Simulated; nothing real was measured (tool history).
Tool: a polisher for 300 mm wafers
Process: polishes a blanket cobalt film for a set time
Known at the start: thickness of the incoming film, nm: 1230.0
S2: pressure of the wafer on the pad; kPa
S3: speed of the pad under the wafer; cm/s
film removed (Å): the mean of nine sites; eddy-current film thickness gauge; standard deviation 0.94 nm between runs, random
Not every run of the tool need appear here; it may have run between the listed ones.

Run 1, hour 0: flow of slurry (ml/min) 190, S2 9.7 kPa, S3 86 cm/s, polishing time (s) 33. Result: film removed (Å) 914.19.
Run 2, hour 3.2: flow of slurry (ml/min) 190, S2 9.7 kPa, S3 86 cm/s, polishing time (s) 33. Result: film removed (Å) 913.46.
Run 3, hour 5.6: flow of slurry (ml/min) 190, S2 9.7 kPa, S3 86 cm/s, polishing time (s) 33. Result: film removed (Å) 915.38.
Run 4, hour 14.4: flow of slurry (ml/min) 235, S2 9.7 kPa, S3 86 cm/s, polishing time (s) 33. Result: film removed (Å) 946.13.
Run 5, hour 18.1: flow of slurry (ml/min) 195, S2 9.7 kPa, S3 86 cm/s, polishing time (s) 33. Result: film removed (Å) 920.59.
Run 6, hour 20.8: flow of slurry (ml/min) 205, S2 11 kPa, S3 86 cm/s, polishing time (s) 33. Result: film removed (Å) 1018.8.
Run 7, hour 26.6: flow of slurry (ml/min) 215, S2 12.4 kPa, S3 90 cm/s, polishing time (s) 33. Result: film removed (Å) 1148.1.

Estimate the outcome of run 8 from the log above:
Run 8, hour 33.1: flow of slurry (ml/min) 220, S2 13.1 kPa, S3 94 cm/s, polishing time (s) 33. Result: film removed (Å) ?.

For run 8 the tool returned film removed (Å) 1264.7.

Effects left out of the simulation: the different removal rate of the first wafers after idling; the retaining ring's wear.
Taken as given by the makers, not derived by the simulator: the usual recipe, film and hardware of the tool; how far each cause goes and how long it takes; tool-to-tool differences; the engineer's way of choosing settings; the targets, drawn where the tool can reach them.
